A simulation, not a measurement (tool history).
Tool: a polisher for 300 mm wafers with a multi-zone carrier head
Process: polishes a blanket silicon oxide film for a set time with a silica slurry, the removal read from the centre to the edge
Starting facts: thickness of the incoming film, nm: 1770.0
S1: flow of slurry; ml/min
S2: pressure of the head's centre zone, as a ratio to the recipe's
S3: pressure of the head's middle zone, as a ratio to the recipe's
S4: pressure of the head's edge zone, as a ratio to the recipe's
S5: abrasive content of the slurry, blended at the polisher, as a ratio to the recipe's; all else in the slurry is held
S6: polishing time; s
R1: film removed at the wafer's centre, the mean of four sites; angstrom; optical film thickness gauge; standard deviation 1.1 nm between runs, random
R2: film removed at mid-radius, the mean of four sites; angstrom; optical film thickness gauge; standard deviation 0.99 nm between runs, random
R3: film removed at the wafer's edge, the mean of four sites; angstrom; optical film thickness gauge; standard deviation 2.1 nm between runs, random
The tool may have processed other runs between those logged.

{"run": 1, "hour": 0.0, "S1": 145, "S2": 1, "S3": 1, "S4": 1, "S5": 1, "S6": 31, "R1": 1376.4, "R2": 1385.9, "R3": 1447.8}
{"run": 2, "hour": 7.2, "S1": 145, "S2": 1.02, "S3": 0.97, "S4": 1, "S5": 1, "S6": 31, "R1": 1410.5, "R2": 1322.3, "R3": 1460}
{"run": 3, "hour": 12.7, "S1": 145, "S2": 1.02, "S3": 0.97, "S4": 1, "S5": 1.1, "S6": 31, "R1": 1462.2, "R2": 1391.4, "R3": 1481.9}
{"run": 4, "hour": 19.3, "S1": 145, "S2": 1.02, "S3": 0.97, "S4": 1, "S5": 1.25, "S6": 31, "R1": 1573.8, "R2": 1470.4, "R3": 1579.2}
{"run": 5, "hour": 22.9, "S1": 135, "S2": 1.03, "S3": 0.95, "S4": 0.99, "S5": 1.25, "S6": 31, "R1": 1533.3, "R2": 1425.6, "R3": 1540.2}
{"run": 6, "hour": 24.5, "S1": 135, "S2": 1.03, "S3": 0.95, "S4": 0.99, "S5": 1.25, "S6": 36, "R1": 1788, "R2": 1646.6, "R3": 1790.6}
{"run": 7, "hour": 25.7, "S1": 130, "S2": 1.04, "S3": 0.92, "S4": 0.97, "S5": 1.2, "S6": 36, "R1": 1740.1, "R2": 1564.3, "R3": 1792.2}
{"run": 8, "hour": 27.4, "S1": 130, "S2": 1.06, "S3": 0.92, "S4": 0.95, "S5": 1.1, "S6": 35, "R1": 1658.7, "R2": 1467.9, "R3": 1600.1}
{"run": 9, "hour": 28.1, "S1": 125, "S2": 1.06, "S3": 0.89, "S4": 0.94, "S5": 1.1, "S6": 35, "R1": 1639.4, "R2": 1387.6, "R3": 1593.9}
{"run": 10, "hour": 32.7, "S1": 120, "S2": 1.06, "S3": 0.88, "S4": 0.92, "S5": 1.1, "S6": 35, "R1": 1637.6, "R2": 1410.1, "R3": 1576.5}

The next listed run, before its measurement:
{"run": 11, "hour": 38.6, "S1": 115, "S2": 1.06, "S3": 0.86, "S4": 0.92, "S5": 1.05, "S6": 35, "R1": "?", "R2": "?", "R3": "?"}

Run 11 yielded R1 1574.7 angstrom, R2 1304.6 angstrom, R3 1523.4 angstrom.

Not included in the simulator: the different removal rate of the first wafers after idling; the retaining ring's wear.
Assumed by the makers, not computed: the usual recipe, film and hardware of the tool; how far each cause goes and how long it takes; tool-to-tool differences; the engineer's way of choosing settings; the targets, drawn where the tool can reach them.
